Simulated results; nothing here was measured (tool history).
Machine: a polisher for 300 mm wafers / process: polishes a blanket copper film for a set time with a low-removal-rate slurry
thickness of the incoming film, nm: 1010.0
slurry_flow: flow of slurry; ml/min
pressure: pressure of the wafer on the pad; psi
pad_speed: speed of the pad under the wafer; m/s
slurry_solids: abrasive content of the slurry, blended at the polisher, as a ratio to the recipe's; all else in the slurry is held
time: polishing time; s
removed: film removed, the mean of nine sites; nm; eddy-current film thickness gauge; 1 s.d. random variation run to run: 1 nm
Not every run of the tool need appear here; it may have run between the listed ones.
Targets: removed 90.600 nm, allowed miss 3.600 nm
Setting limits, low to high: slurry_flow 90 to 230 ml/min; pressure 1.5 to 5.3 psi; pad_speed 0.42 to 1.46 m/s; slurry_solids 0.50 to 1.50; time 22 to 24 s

Run 1, hour 0.0: slurry_flow 150 ml/min, pressure 3.4 psi, pad_speed 0.94 m/s, slurry_solids 1.00, time 24 s. Result: removed 66.814 nm.
Run 2, hour 4.5: slurry_flow 150 ml/min, pressure 2.9 psi, pad_speed 0.94 m/s, slurry_solids 1.00, time 24 s. Result: removed 58.235 nm.
Run 3, hour 6.5: slurry_flow 150 ml/min, pressure 3.1 psi, pad_speed 0.94 m/s, slurry_solids 1.00, time 24 s. Result: removed 61.647 nm.
Run 4, hour 7.7: slurry_flow 150 ml/min, pressure 3.2 psi, pad_speed 0.94 m/s, slurry_solids 1.00, time 24 s. Result: removed 64.564 nm.
Run 5, hour 13.8: slurry_flow 180 ml/min, pressure 3.2 psi, pad_speed 0.94 m/s, slurry_solids 1.00, time 24 s. Result: removed 65.279 nm.
Run 6, hour 17.2: slurry_flow 180 ml/min, pressure 3.2 psi, pad_speed 1.02 m/s, slurry_solids 1.00, time 24 s. Result: removed 71.168 nm.
Run 7, hour 26.2: slurry_flow 180 ml/min, pressure 3.3 psi, pad_speed 1.02 m/s, slurry_solids 1.00, time 24 s. Result: removed 72.128 nm.
Run 8, hour 30.0: slurry_flow 180 ml/min, pressure 3.4 psi, pad_speed 1.02 m/s, slurry_solids 1.00, time 24 s. Result: removed 76.654 nm.
Run 9, hour 38.2: slurry_flow 180 ml/min, pressure 3.5 psi, pad_speed 1.02 m/s, slurry_solids 1.00, time 24 s. Result: removed 77.613 nm.
Run 10, hour 41.7: slurry_flow 180 ml/min, pressure 3.6 psi, pad_speed 1.02 m/s, slurry_solids 1.00, time 24 s. Result: removed 79.498 nm.
Run 11, hour 44.6: slurry_flow 180 ml/min, pressure 3.9 psi, pad_speed 1.02 m/s, slurry_solids 1.00, time 24 s. Result: removed 86.423 nm.

Pick the move, out of 5, that brings all results within their allowed miss; only one does.
Run A, hour 47.5: slurry_flow 165 ml/min, pressure 4.5 psi, pad_speed 0.92 m/s, slurry_solids 1.05, time 24 s. Result: removed ?.
Run B, hour 47.5: slurry_flow 195 ml/min, pressure 3.5 psi, pad_speed 1.08 m/s, slurry_solids 0.95, time 24 s. Result: removed ?.
Run C, hour 47.5: slurry_flow 165 ml/min, pressure 4.0 psi, pad_speed 1.04 m/s, slurry_solids 0.85, time 22 s. Result: removed ?.
Run D, hour 47.5: slurry_flow 215 ml/min, pressure 3.1 psi, pad_speed 1.16 m/s, slurry_solids 1.05, time 24 s. Result: removed ?.
Run E, hour 47.5: slurry_flow 190 ml/min, pressure 3.7 psi, pad_speed 1.08 m/s, slurry_solids 0.90, time 23 s. Result: removed ?.

move  removed
   A   89.070
   B   81.635
   C   78.651
   D   80.298
   E   81.442
A: every result lands within tolerance
B: further off than the last run
C: further off than the last run
D: further off than the last run
E: further off than the last run
A meets every target.
